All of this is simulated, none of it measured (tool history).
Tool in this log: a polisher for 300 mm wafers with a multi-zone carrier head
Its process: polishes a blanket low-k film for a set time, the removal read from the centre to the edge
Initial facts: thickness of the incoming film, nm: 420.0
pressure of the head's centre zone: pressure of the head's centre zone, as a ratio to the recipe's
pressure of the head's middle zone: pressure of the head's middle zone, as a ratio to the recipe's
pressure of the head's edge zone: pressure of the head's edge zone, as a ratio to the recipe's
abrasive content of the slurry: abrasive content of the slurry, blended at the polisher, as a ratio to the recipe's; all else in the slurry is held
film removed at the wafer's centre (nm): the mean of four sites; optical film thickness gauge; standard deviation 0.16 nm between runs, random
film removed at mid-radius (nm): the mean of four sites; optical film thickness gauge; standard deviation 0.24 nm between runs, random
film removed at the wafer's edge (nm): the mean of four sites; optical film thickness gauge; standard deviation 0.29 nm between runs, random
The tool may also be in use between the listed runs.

run	hour	flow of slurry (ml/min)	pressure of the head's centre zone	pressure of the head's middle zone	pressure of the head's edge zone	abrasive content of the slurry	polishing time (s)	film removed at the wafer's centre (nm)	film removed at mid-radius (nm)	film removed at the wafer's edge (nm)
1	0.0	280	1.00	1.00	1.00	1.00	78	21.817	21.769	21.822
2	5.8	280	1.00	1.00	1.00	1.10	78	23.012	22.237	22.616
3	10.3	275	0.98	0.98	1.00	1.10	78	22.174	21.819	22.496
4	15.5	275	0.98	0.98	1.00	1.05	78	21.974	21.089	22.165
5	18.2	270	0.96	0.98	1.00	1.05	78	20.985	21.358	21.714
6	19.6	270	0.96	1.04	1.00	1.05	78	21.372	22.829	22.871
7	21.2	265	0.95	1.02	1.01	1.05	78	20.998	21.551	22.506
8	23.0	260	0.94	1.01	1.01	1.05	78	21.152	22.147	21.974

Run 9 comes next. What will it give?
9	25.0	280	0.93	1.00	1.03	1.05	78	?	?	?

film removed at the wafer's centre (nm): 20.492
film removed at mid-radius (nm): 21.449
film removed at the wafer's edge (nm): 22.487
